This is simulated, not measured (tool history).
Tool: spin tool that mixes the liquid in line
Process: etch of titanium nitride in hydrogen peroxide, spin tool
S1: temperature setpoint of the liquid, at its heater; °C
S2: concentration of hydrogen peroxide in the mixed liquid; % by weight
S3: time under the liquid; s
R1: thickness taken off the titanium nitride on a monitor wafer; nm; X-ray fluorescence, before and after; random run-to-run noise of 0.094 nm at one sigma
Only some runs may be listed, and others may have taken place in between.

run	hour	S1	S2	S3	R1
1	0.0	54.0	23.5	280	30.820
2	3.7	54.0	28.0	280	32.033
3	5.9	52.5	28.0	280	28.650
4	14.3	49.0	28.0	280	22.167
5	16.4	51.5	28.0	280	26.632
6	22.9	48.5	28.0	280	21.501
7	29.7	48.0	28.0	280	20.714
8	32.1	47.5	28.0	280	20.041
9	41.0	47.0	28.0	280	19.262

Predict the results of run 10:
10	49.5	46.5	28.0	280	?

R1: 18.563 nm

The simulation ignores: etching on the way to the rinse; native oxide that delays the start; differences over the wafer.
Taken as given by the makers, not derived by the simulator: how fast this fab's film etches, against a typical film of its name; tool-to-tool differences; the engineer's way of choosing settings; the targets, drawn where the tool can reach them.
